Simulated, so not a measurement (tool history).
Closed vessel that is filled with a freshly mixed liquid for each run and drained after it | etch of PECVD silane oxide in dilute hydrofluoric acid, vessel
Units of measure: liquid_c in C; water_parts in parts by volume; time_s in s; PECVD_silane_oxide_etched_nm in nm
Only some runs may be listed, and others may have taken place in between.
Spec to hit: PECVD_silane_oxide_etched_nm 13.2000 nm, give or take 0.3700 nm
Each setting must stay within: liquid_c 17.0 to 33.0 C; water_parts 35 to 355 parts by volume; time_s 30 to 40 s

{"run": 1, "hour": 0.0, "liquid_c": 25.0, "water_parts": 195, "time_s": 40, "PECVD_silane_oxide_etched_nm": 7.403}
{"run": 2, "hour": 2.3, "liquid_c": 28.0, "water_parts": 195, "time_s": 40, "PECVD_silane_oxide_etched_nm": 8.1278}
{"run": 3, "hour": 6.7, "liquid_c": 28.0, "water_parts": 195, "time_s": 30, "PECVD_silane_oxide_etched_nm": 6.1513}
{"run": 4, "hour": 14.9, "liquid_c": 27.5, "water_parts": 185, "time_s": 30, "PECVD_silane_oxide_etched_nm": 6.4183}
{"run": 5, "hour": 17.4, "liquid_c": 27.5, "water_parts": 250, "time_s": 30, "PECVD_silane_oxide_etched_nm": 4.4067}
{"run": 6, "hour": 18.1, "liquid_c": 27.5, "water_parts": 215, "time_s": 30, "PECVD_silane_oxide_etched_nm": 5.3592}
{"run": 7, "hour": 22.2, "liquid_c": 27.5, "water_parts": 200, "time_s": 30, "PECVD_silane_oxide_etched_nm": 5.8381}
{"run": 8, "hour": 31.0, "liquid_c": 31.5, "water_parts": 120, "time_s": 30, "PECVD_silane_oxide_etched_nm": 12.547}

Below are 4 possible settings for the next run. Only one of them brings all results inside the allowed miss of their targets. Which is it?
{"run": "A", "hour": 39.8, "liquid_c": 27.5, "water_parts": 100, "time_s": 30, "PECVD_silane_oxide_etched_nm": "?"}
{"run": "B", "hour": 39.8, "liquid_c": 30.5, "water_parts": 150, "time_s": 40, "PECVD_silane_oxide_etched_nm": "?"}
{"run": "C", "hour": 39.8, "liquid_c": 32.0, "water_parts": 130, "time_s": 30, "PECVD_silane_oxide_etched_nm": "?"}
{"run": "D", "hour": 39.8, "liquid_c": 30.5, "water_parts": 160, "time_s": 40, "PECVD_silane_oxide_etched_nm": "?"}

move=A PECVD_silane_oxide_etched_nm=13.1610
move=B PECVD_silane_oxide_etched_nm=12.2340
move=C PECVD_silane_oxide_etched_nm=11.4800
move=D PECVD_silane_oxide_etched_nm=11.3190
A: every result within its allowed miss
B: moves away from the targets compared with the last run
C: moves away from the targets compared with the last run
D: moves away from the targets compared with the last run
Move A is the one to make.
